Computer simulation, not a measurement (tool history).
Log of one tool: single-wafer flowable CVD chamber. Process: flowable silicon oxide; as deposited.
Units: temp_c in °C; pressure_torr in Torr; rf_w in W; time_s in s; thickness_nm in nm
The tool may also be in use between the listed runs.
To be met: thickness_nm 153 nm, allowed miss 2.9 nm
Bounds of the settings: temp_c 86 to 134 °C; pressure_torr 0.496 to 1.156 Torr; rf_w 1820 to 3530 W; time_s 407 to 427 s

run,hour,temp_c,pressure_torr,rf_w,time_s,thickness_nm
1,0,110,0.826,2675,427,202.6
2,3.9,110,0.826,2675,407,191.81
3,4.7,111,0.826,2675,407,190.3
4,6.4,111,0.826,2675,427,197.26
5,10,112,0.826,2675,427,192.22
6,14,113,0.826,2675,427,185.17
7,20.7,114,0.826,2675,427,181.27
8,23.1,115,0.826,2675,427,176.44
9,25.3,116,0.826,2675,427,170.89
10,31.2,118,0.826,2675,427,164.02
11,38.3,118,0.826,2675,427,162.44
12,45.8,119,0.826,2675,427,157.58

4 next moves are on the table. One of them brings every result within its allowed miss. Which?
A,53.3,116,0.824,2815,407,?
B,53.3,115,0.719,2530,425,?
C,53.3,118,0.749,2895,421,?
D,53.3,115,0.821,2825,407,?

move,thickness_nm
A,162.73
B,150.87
C,145.57
D,166.82
A: further off than the last run
B: meets every target
C: takes the result that was furthest off past its target
D: further off than the last run
Answer: B

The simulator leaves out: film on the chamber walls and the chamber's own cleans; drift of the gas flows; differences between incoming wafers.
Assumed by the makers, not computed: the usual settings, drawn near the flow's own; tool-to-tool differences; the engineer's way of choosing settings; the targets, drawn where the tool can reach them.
